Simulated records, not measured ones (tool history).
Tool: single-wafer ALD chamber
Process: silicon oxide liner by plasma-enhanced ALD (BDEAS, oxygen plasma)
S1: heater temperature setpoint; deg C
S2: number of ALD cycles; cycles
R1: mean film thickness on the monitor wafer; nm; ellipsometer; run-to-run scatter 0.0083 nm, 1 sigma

run 1 day=0.000 | S1=315 S2=47 | R1=4.3811
run 2 day=0.171 | S1=315 S2=50 | R1=4.6552
run 3 day=0.208 | S1=315 S2=53 | R1=4.9402
run 4 day=0.450 | S1=315 S2=58 | R1=5.3951
run 5 day=0.758 | S1=321 S2=58 | R1=5.3613
run 6 day=1.046 | S1=327 S2=58 | R1=5.3280

Run 7, settings as shown, results not yet in. Your forecast:
run 7 day=1.175 | S1=328 S2=50 | R1=?

R1: 4.6037 nm
